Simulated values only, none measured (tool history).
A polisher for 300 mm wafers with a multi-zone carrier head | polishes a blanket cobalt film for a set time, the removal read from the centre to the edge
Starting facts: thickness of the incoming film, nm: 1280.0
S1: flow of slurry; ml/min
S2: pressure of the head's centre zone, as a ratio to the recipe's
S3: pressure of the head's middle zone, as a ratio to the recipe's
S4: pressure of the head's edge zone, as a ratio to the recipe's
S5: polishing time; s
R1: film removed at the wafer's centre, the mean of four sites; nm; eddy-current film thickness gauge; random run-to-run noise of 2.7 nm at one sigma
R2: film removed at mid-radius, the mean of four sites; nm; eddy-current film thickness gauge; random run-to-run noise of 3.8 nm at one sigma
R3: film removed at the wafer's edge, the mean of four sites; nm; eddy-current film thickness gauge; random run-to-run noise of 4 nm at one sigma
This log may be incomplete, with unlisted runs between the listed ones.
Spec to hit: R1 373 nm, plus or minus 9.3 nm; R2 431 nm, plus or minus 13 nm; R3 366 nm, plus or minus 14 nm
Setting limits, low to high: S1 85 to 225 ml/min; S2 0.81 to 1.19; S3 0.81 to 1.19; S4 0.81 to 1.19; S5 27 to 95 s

| run | hour | S1 | S2 | S3 | S4 | S5 | R1 | R2 | R3 |
|---|---|---|---|---|---|---|---|---|---|
| 1 | 0 | 145 | 1 | 1 | 1 | 61 | 318.59 | 314.81 | 318.99 |
| 2 | 3.1 | 145 | 1 | 1 | 1 | 71 | 366.55 | 366.34 | 371.51 |
| 3 | 11.9 | 145 | 1.06 | 1 | 1 | 71 | 382.9 | 365.84 | 368.63 |
| 4 | 13.1 | 145 | 1.1 | 1 | 1 | 71 | 406.35 | 369.51 | 366.72 |
| 5 | 17.2 | 145 | 1.08 | 1.03 | 1 | 71 | 395.06 | 375.39 | 365.82 |
| 6 | 25.8 | 145 | 1.04 | 1.03 | 1 | 71 | 380.89 | 381.03 | 370.74 |
|  | 32.5 | worn pad replaced by a new one |
| 7 | 32.5 | 150 | 1.03 | 1.05 | 0.99 | 71 | 416.04 | 419.42 | 408.26 |
| 8 | 40.8 | 145 | 1.03 | 1.08 | 0.99 | 69 | 404.14 | 414.93 | 389.72 |
| 9 | 46.9 | 140 | 1.01 | 1.1 | 0.97 | 67 | 379.68 | 411.7 | 377.38 |
| 10 | 50.1 | 140 | 1.01 | 1.11 | 0.95 | 67 | 381.47 | 413.46 | 379.43 |
| 11 | 58.1 | 140 | 1.01 | 1.12 | 0.93 | 66 | 379.65 | 411.83 | 367.94 |

Below are 4 possible settings for the next run. Only one of them brings all results inside the allowed miss of their targets. Which is it?
| A | 66.1 | 140 | 1.02 | 1.13 | 0.99 | 65 | ? | ? | ? |
| B | 66.1 | 125 | 1.01 | 1.19 | 0.89 | 72 | ? | ? | ? |
| C | 66.1 | 155 | 0.97 | 1.17 | 0.86 | 67 | ? | ? | ? |
| D | 66.1 | 145 | 1.06 | 1.1 | 0.9 | 66 | ? | ? | ? |

| move | R1 | R2 | R3 |
|---|---|---|---|
| A | 377.14 | 407.3 | 364.44 |
| B | 402.28 | 457.44 | 384.56 |
| C | 378.09 | 439.63 | 366.04 |
| D | 401.22 | 408.31 | 362.01 |
A: moves away from the targets compared with the last run
B: carries the result that was furthest off beyond its target, to the other side
C: in spec on every target
D: moves away from the targets compared with the last run
So the answer is move C, the one that meets all the targets.
